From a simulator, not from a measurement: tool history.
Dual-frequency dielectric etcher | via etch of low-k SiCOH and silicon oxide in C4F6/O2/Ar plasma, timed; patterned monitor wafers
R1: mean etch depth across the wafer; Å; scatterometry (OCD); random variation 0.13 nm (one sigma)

Run 1, hour 0.0: source power (W) 450, bias power (W) 183, etch time (s) 29.0. Result: R1 763.31 Å.
Run 2, hour 0.7: source power (W) 420, bias power (W) 174, etch time (s) 29.0. Result: R1 728.04 Å.
Run 3, hour 3.5: source power (W) 420, bias power (W) 191, etch time (s) 29.0. Result: R1 750.47 Å.
Run 4, hour 5.6: source power (W) 420, bias power (W) 191, etch time (s) 29.0. Result: R1 749.52 Å.
Run 5, hour 11.7: source power (W) 420, bias power (W) 160, etch time (s) 29.0. Result: R1 703.28 Å.
Run 6, hour 15.7: source power (W) 390, bias power (W) 158, etch time (s) 29.0. Result: R1 668.10 Å.
Run 7, hour 17.6: source power (W) 380, bias power (W) 157, etch time (s) 29.0. Result: R1 658.94 Å.
Run 8, hour 19.0: source power (W) 370, bias power (W) 157, etch time (s) 29.0. Result: R1 647.36 Å.
Run 9, hour 22.4: source power (W) 360, bias power (W) 157, etch time (s) 29.0. Result: R1 635.26 Å.

The next listed run, before its measurement:
Run 10, hour 24.2: source power (W) 350, bias power (W) 157, etch time (s) 29.0. Result: R1 ?.

R1: 626.96 Å
